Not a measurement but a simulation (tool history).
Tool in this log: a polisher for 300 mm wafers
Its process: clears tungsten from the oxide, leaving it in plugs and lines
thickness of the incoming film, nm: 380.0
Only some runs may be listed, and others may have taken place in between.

| run | hour | flow of slurry (ml/min) | pressure of the wafer on the pad (kPa) | speed of the pad under the wafer (cm/s) | abrasive content of the slurry | overpolish time after the end point (s) | time until the end point was called (s) |
|---|---|---|---|---|---|---|---|
| 1 | 0.0 | 315 | 18.6 | 110 | 1.00 | 13 | 107.14 |
| 2 | 0.9 | 315 | 18.6 | 110 | 0.85 | 13 | 110.69 |
| 3 | 6.4 | 310 | 15.9 | 96 | 0.85 | 13 | 152.31 |
| 4 | 14.1 | 310 | 15.9 | 96 | 1.05 | 13 | 141.31 |
| 5 | 22.4 | 360 | 15.9 | 96 | 1.05 | 13 | 135.63 |
| 6 | 28.9 | 360 | 15.9 | 108 | 1.05 | 13 | 124.22 |
| 7 | 32.2 | 355 | 13.8 | 94 | 1.00 | 13 | 162.79 |
| 8 | 35.8 | 350 | 12.4 | 84 | 1.00 | 13 | 208.21 |

Run 9 has not been measured yet. What should we expect?
| 9 | 41.1 | 350 | 11.7 | 82 | 1.00 | 13 | ? |

{"run 9": {"time until the end point was called (s)": 219.34}}
